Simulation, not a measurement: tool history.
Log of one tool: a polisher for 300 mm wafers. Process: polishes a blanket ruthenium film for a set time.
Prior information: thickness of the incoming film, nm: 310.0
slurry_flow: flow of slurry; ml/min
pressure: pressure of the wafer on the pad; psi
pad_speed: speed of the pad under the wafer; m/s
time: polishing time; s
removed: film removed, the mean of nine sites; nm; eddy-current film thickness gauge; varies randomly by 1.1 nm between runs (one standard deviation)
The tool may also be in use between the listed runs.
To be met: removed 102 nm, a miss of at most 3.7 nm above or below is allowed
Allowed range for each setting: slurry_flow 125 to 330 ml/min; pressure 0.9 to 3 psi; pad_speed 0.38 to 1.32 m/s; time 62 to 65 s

Run 1, day 0: slurry_flow 210 ml/min, pressure 1.9 psi, pad_speed 0.84 m/s, time 62 s. Result: removed 54.452 nm.
Run 2, day 0.212: slurry_flow 210 ml/min, pressure 1.6 psi, pad_speed 0.84 m/s, time 62 s. Result: removed 47.288 nm.
Run 3, day 0.375: slurry_flow 265 ml/min, pressure 1.6 psi, pad_speed 0.84 m/s, time 62 s. Result: removed 48.155 nm.
Run 4, day 0.546: slurry_flow 215 ml/min, pressure 1.6 psi, pad_speed 0.84 m/s, time 62 s. Result: removed 48.052 nm.
Run 5, day 0.812: slurry_flow 215 ml/min, pressure 2 psi, pad_speed 0.88 m/s, time 62 s. Result: removed 61.486 nm.
Run 6, day 1.046: slurry_flow 255 ml/min, pressure 2 psi, pad_speed 0.88 m/s, time 62 s. Result: removed 62.476 nm.
Run 7, day 1.138: slurry_flow 255 ml/min, pressure 2.3 psi, pad_speed 0.88 m/s, time 62 s. Result: removed 71.091 nm.
Run 8, day 1.338: slurry_flow 255 ml/min, pressure 2.5 psi, pad_speed 0.88 m/s, time 62 s. Result: removed 77.514 nm.
Run 9, day 1.625: slurry_flow 260 ml/min, pressure 3 psi, pad_speed 0.92 m/s, time 62 s. Result: removed 95.513 nm.
Run 10, day 1.958: slurry_flow 265 ml/min, pressure 3 psi, pad_speed 0.94 m/s, time 62 s. Result: removed 96.955 nm.

Pick the move, out of 4, that brings all results within their allowed miss; only one does.
Run A, day 2.292: slurry_flow 195 ml/min, pressure 3 psi, pad_speed 0.88 m/s, time 65 s. Result: removed ?.
Run B, day 2.292: slurry_flow 240 ml/min, pressure 2.9 psi, pad_speed 0.94 m/s, time 62 s. Result: removed ?.
Run C, day 2.292: slurry_flow 285 ml/min, pressure 3 psi, pad_speed 0.96 m/s, time 64 s. Result: removed ?.
Run D, day 2.292: slurry_flow 315 ml/min, pressure 2.7 psi, pad_speed 1 m/s, time 62 s. Result: removed ?.

move  removed
   A   94.728
   B   93.616
   C   103.02
   D   93.547
A: further off than the last run
B: further off than the last run
C: every result lands within tolerance
D: further off than the last run
C meets every target.

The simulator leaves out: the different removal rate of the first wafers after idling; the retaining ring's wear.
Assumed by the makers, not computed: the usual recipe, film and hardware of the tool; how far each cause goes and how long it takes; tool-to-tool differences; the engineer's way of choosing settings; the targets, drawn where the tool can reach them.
